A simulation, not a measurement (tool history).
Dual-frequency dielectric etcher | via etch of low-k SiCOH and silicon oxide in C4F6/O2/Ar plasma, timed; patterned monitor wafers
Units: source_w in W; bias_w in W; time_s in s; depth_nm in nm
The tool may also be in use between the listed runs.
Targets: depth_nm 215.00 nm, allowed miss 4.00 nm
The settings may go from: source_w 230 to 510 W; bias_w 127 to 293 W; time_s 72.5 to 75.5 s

run 1 hour=0.0 | source_w=370 bias_w=210 time_s=72.5 | depth_nm=182.33
run 2 hour=5.7 | source_w=400 bias_w=216 time_s=72.5 | depth_nm=188.16
run 3 hour=13.2 | source_w=420 bias_w=225 time_s=72.5 | depth_nm=195.95
run 4 hour=17.3 | source_w=420 bias_w=204 time_s=72.5 | depth_nm=184.94
run 5 hour=24.0 | source_w=420 bias_w=204 time_s=75.5 | depth_nm=195.00
run 6 hour=25.3 | source_w=420 bias_w=204 time_s=75.5 | depth_nm=195.25
run 7 hour=31.5 | source_w=440 bias_w=210 time_s=75.5 | depth_nm=201.89
run 8 hour=35.8 | source_w=450 bias_w=212 time_s=75.5 | depth_nm=201.76
run 9 hour=39.3 | source_w=460 bias_w=217 time_s=75.5 | depth_nm=205.25
run 10 hour=39.9 | source_w=470 bias_w=221 time_s=75.5 | depth_nm=207.78

5 next moves are on the table. One of them brings every result within its allowed miss. Which?
run A hour=40.5 | source_w=470 bias_w=232 time_s=75.5 | depth_nm=?
run B hour=40.5 | source_w=460 bias_w=230 time_s=74.5 | depth_nm=?
run C hour=40.5 | source_w=490 bias_w=231 time_s=72.5 | depth_nm=?
run D hour=40.5 | source_w=450 bias_w=228 time_s=75.5 | depth_nm=?
run E hour=40.5 | source_w=460 bias_w=218 time_s=73.5 | depth_nm=?

move=A depth_nm=213.99
move=B depth_nm=208.92
move=C depth_nm=207.71
move=D depth_nm=209.45
move=E depth_nm=200.97
A: meets every target
B: nearer than the last run, and not there yet
C: as far off as the last run
D: nearer than the last run, and not there yet
E: further off than the last run
The right move is A.
